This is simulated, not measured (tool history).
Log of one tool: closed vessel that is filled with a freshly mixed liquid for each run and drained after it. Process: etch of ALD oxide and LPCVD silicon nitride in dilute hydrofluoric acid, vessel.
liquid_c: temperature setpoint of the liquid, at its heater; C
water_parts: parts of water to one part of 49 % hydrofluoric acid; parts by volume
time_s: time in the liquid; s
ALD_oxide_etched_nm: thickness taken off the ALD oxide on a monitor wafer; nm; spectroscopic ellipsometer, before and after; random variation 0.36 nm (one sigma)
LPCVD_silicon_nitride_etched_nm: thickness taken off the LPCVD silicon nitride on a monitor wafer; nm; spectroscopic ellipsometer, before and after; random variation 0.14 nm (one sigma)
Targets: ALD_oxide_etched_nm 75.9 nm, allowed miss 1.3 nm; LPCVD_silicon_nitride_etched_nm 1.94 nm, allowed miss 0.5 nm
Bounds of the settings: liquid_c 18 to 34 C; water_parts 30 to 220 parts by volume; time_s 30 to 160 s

run	day	liquid_c	water_parts	time_s	ALD_oxide_etched_nm	LPCVD_silicon_nitride_etched_nm
1	0	26	125	80	12.661	0.32208
2	0.192	27.5	105	90	18.373	0.47942
3	0.275	29	90	100	25.905	0.6491
4	0.404	30	75	105	34.561	0.90786
5	0.612	31	65	105	41.565	1.0648
6	0.912	28.5	65	105	38.12	0.88813
7	1.212	29.5	55	105	47.677	1.2508
8	1.55	30	50	105	53.772	1.2525
9	1.667	31	45	105	62.328	1.425
10	1.871	31.5	45	105	62.948	1.551
11	2.025	32	45	105	64.88	1.5822
12	2.25	32	45	105	64.752	1.3478

5 next moves are on the table. One of them brings every result within its allowed miss. Which?
A	2.475	27.5	40	135	?	?
B	2.475	32.5	45	115	?	?
C	2.475	28.5	45	140	?	?
D	2.475	29.5	40	125	?	?
E	2.475	34	45	110	?	?

move	ALD_oxide_etched_nm	LPCVD_silicon_nitride_etched_nm
A	79.115	1.6422
B	72.483	1.7232
C	75.384	1.6205
D	79.381	1.734
E	73.457	1.8123
A: takes the result that was furthest off past its target
B: nearer than the last run, and not there yet
C: meets every target
D: takes the result that was furthest off past its target
E: nearer than the last run, and not there yet
Move C is the one to make.

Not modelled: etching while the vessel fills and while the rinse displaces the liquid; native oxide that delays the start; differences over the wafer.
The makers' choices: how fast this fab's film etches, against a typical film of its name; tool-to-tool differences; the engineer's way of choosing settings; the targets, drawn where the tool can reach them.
